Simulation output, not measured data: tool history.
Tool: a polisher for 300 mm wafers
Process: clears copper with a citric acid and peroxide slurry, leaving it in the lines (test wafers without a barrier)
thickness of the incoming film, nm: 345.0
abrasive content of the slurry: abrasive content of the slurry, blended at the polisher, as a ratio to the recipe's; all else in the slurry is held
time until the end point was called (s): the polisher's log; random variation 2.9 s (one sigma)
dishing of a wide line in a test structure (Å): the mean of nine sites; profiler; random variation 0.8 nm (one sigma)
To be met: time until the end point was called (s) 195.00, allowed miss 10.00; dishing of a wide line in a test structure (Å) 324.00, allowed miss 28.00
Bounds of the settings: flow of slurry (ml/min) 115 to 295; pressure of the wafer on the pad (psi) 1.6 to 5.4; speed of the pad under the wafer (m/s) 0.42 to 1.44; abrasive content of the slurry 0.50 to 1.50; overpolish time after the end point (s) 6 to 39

run,day,flow of slurry (ml/min),pressure of the wafer on the pad (psi),speed of the pad under the wafer (m/s),abrasive content of the slurry,overpolish time after the end point (s),time until the end point was called (s),dishing of a wide line in a test structure (Å)
1,0.000,190,3.5,0.92,1.00,20,155.70,309.16
2,0.167,190,3.4,0.92,1.00,21,159.91,324.74
3,0.229,190,3.4,0.92,1.10,21,158.29,309.92
4,0.579,190,3.4,0.92,1.10,13,158.17,210.27
5,0.650,185,3.3,0.92,1.10,15,159.18,235.82
6,1.000,185,3.2,0.92,1.10,17,163.24,265.19
7,1.142,185,3.0,0.92,1.10,18,172.11,262.71
8,1.308,185,2.9,0.92,1.10,19,184.71,254.32
9,1.679,185,2.9,0.92,1.10,20,183.03,276.61
10,1.704,185,2.9,0.92,1.10,21,184.03,287.65
11,1.938,185,2.9,0.92,1.10,22,184.31,292.70
12,1.971,185,2.9,0.92,1.10,23,181.03,301.69

4 next moves are on the table. One of them brings every result within its allowed miss. Which?
A,2.004,210,3.1,0.94,1.10,23,?,?
B,2.004,180,2.8,0.86,0.80,39,?,?
C,2.004,160,3.1,0.82,1.05,26,?,?
D,2.004,150,2.9,0.76,1.10,38,?,?

move,time until the end point was called (s),dishing of a wide line in a test structure (Å)
A,166.29,338.93
B,217.74,417.11
C,195.11,328.43
D,220.67,405.27
A: further off than the last run
B: takes the result that was furthest off past its target
C: meets every target
D: takes the result that was furthest off past its target
The right move is C.

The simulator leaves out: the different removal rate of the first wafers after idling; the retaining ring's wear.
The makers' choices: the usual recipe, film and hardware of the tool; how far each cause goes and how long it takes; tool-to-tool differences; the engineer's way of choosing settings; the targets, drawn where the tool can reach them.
